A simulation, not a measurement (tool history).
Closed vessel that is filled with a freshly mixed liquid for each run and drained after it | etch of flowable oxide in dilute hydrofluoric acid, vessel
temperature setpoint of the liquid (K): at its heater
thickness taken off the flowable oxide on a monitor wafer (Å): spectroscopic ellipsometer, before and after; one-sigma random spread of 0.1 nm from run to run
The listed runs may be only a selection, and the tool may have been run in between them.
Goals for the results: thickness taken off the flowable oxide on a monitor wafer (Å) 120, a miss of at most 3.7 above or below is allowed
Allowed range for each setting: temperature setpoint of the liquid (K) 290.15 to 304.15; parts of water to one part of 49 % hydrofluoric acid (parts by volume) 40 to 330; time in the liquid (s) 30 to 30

| run | hour | temperature setpoint of the liquid (K) | parts of water to one part of 49 % hydrofluoric acid (parts by volume) | time in the liquid (s) | thickness taken off the flowable oxide on a monitor wafer (Å) |
|---|---|---|---|---|---|
| 1 | 0 | 296.15 | 185 | 30 | 52.249 |
| 2 | 7.8 | 292.65 | 185 | 30 | 46.076 |
| 3 | 11.1 | 292.65 | 150 | 30 | 59.447 |
| 4 | 16 | 294.65 | 140 | 30 | 69.323 |
| 5 | 24.4 | 296.15 | 135 | 30 | 77.287 |
| 6 | 26.1 | 297.65 | 135 | 30 | 81.234 |
| 7 | 32.7 | 298.65 | 130 | 30 | 88.123 |
| 8 | 40.3 | 299.65 | 125 | 30 | 96.52 |
| 9 | 41.6 | 300.65 | 125 | 30 | 99.943 |
| 10 | 47.7 | 304.15 | 110 | 30 | 128.96 |
| 11 | 49.1 | 303.65 | 110 | 30 | 129.11 |

Next run, 5 choices. One meets every target within its allowed miss, the rest don't. Which?
| A | 50.5 | 301.65 | 110 | 30 | ? |
| B | 50.5 | 304.15 | 105 | 30 | ? |
| C | 50.5 | 303.65 | 105 | 30 | ? |
| D | 50.5 | 301.15 | 95 | 30 | ? |
| E | 50.5 | 301.65 | 95 | 30 | ? |

| move | thickness taken off the flowable oxide on a monitor wafer (Å) |
|---|---|
| A | 118.72 |
| B | 137.49 |
| C | 134.97 |
| D | 137.64 |
| E | 140.29 |
A: hits every target within its allowed miss
B: misses by more than the last run did
C: misses by more than the last run did
D: misses by more than the last run did
E: misses by more than the last run did
Move A is the one to make.

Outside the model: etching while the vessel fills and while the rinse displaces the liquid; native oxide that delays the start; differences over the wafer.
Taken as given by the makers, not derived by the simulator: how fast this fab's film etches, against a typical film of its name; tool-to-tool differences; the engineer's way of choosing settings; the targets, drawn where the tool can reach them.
